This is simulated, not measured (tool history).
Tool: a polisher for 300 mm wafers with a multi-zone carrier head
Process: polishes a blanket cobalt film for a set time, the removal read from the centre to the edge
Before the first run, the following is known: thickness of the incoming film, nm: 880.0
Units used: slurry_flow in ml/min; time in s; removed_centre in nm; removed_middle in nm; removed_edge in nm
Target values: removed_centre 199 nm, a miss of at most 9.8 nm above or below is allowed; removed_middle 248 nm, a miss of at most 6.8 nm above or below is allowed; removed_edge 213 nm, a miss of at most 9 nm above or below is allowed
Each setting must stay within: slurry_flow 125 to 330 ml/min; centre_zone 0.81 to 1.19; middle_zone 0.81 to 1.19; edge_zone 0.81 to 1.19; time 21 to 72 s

run,day,slurry_flow,centre_zone,middle_zone,edge_zone,time,removed_centre,removed_middle,removed_edge
1,0,210,1,1,1,46,294.74,294.88,296.7
2,0.079,250,1,1,1,46,301.76,307.8,308.15
3,0.362,230,0.96,1.02,0.95,43,266.76,290.84,277.77
4,0.7,230,0.96,1.02,0.99,43,261.95,290.97,284.66
5,1.042,230,0.96,1.02,0.92,43,268.74,289.57,274.87
6,1.238,230,0.96,1.02,0.86,43,264.99,291.75,266.51
7,1.529,215,0.94,1.03,0.85,41,244.84,278.52,248.73
8,1.592,200,0.92,1.03,0.84,40,236.77,266.87,243.33
9,1.925,195,0.9,1.05,0.83,38,212.99,253.73,227.28
10,2.217,195,0.9,1.05,0.83,38,212.79,255.29,225.66
11,2.529,190,0.9,1.06,0.82,38,203.09,256,224.68

Of the 5 settings listed for the next run, only one would bring every result within its allowed miss of target. Which one?
A,2.842,165,0.84,1.12,0.86,36,?,?,?
B,2.842,225,0.9,1.19,0.81,32,?,?,?
C,2.842,240,0.89,1.07,0.82,35,?,?,?
D,2.842,260,1.07,1.16,0.82,32,?,?,?
E,2.842,175,0.87,1.12,0.83,38,?,?,?

move,removed_centre,removed_middle,removed_edge
A,182.29,248.99,213.46
B,186.26,247.79,192.82
C,203.7,250.01,214.03
D,227.51,247.79,197.23
E,202.32,266.21,223.81
A: puts the biggest miss on target and leaves a different result outside tolerance
B: the result that was furthest off in the last run now lies on the other side of its target
C: hits every target within its allowed miss
D: the result that was furthest off in the last run now lies on the other side of its target
E: the biggest miss grows against the last run
The move that meets every target is C.

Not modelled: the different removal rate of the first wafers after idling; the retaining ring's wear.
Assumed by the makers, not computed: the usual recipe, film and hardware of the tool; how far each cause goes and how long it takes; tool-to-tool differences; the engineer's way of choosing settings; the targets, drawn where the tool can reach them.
